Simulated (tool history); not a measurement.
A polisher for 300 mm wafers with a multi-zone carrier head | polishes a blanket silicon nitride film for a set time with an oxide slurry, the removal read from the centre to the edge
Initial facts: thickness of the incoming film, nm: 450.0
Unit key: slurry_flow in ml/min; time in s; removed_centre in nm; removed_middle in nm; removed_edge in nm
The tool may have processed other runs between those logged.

| run | hour | slurry_flow | centre_zone | middle_zone | edge_zone | slurry_solids | time | removed_centre | removed_middle | removed_edge |
|---|---|---|---|---|---|---|---|---|---|---|
| 1 | 0.0 | 230 | 1.00 | 1.00 | 1.00 | 1.00 | 83 | 40.553 | 39.894 | 39.878 |
| 2 | 1.5 | 230 | 1.03 | 0.99 | 0.97 | 0.90 | 82 | 38.060 | 35.876 | 35.814 |
| 3 | 6.0 | 230 | 1.05 | 0.98 | 0.94 | 0.85 | 82 | 36.350 | 33.816 | 33.369 |
| 4 | 6.7 | 230 | 1.05 | 0.98 | 0.94 | 0.85 | 62 | 27.565 | 26.019 | 25.088 |
| 5 | 15.7 | 230 | 1.05 | 0.98 | 0.94 | 0.85 | 79 | 35.791 | 32.559 | 31.808 |
| 6 | 20.1 | 225 | 1.06 | 0.96 | 0.92 | 0.85 | 79 | 35.085 | 32.706 | 31.632 |
| 7 | 21.0 | 230 | 1.08 | 0.95 | 0.92 | 0.80 | 79 | 34.343 | 29.701 | 30.187 |
| 8 | 26.7 | 230 | 1.09 | 0.95 | 0.90 | 0.80 | 79 | 35.168 | 29.898 | 29.808 |
| 9 | 29.2 | 210 | 1.09 | 0.91 | 0.83 | 0.70 | 79 | 30.019 | 25.156 | 24.845 |

Predict the results of run 10:
| 10 | 31.8 | 225 | 1.09 | 0.92 | 0.84 | 0.70 | 79 | ? | ? | ? |

Run 10 gave removed_centre 29.829 nm, removed_middle 25.987 nm, removed_edge 25.625 nm.
